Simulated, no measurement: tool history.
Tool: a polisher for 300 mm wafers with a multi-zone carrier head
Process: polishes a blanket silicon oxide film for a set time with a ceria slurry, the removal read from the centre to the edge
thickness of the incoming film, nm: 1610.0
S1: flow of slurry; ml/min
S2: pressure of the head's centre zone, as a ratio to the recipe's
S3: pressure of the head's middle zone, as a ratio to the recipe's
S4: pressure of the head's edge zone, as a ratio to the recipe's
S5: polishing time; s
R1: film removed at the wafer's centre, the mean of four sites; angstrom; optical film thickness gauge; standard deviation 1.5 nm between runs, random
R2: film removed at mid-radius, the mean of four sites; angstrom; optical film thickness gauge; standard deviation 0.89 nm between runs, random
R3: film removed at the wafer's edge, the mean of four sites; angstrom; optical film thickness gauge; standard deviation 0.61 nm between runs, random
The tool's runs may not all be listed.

run  hour   S1    S2    S3    S4  S5      R1      R2      R3
  1     0  290     1     1     1  38  1716.7  1791.4  1694.2
  2   6.1  290  1.04     1     1  38  1768.9  1784.5  1686.3
  3  11.5  290  1.04     1     1  47  2198.6    2176  2087.7
  4  17.4  280  1.04     1  0.98  44  2006.7  2032.1  1912.4
  5  23.9  275  1.04     1  0.96  41  1926.1  1909.8  1765.7
  6  31.8  275  1.04     1  0.96  33  1551.1  1532.8  1405.2
  7  37.2  270  1.03     1  0.95  32    1462  1502.1  1383.4
  8  40.7  265  1.03     1  0.94  31  1430.6  1422.4  1320.3
  9  42.1  260  0.95  1.08  0.84  21  902.05  1041.5  850.66
 10  44.4  300  1.01  1.04  0.86  21  960.84  1019.6  858.06
 11  45.5  295  1.01  1.04  0.86  21  968.67  1023.6  867.27
 12  46.4  285  1.02  1.05  0.87  21  966.79  1018.9  872.81

What does the tool deliver on the next run?
 13  52.7  295  1.03  1.06  0.88  22   ?   ?   ?

R1: 1025.8 angstrom
R2: 1057.3 angstrom
R3: 918.49 angstrom

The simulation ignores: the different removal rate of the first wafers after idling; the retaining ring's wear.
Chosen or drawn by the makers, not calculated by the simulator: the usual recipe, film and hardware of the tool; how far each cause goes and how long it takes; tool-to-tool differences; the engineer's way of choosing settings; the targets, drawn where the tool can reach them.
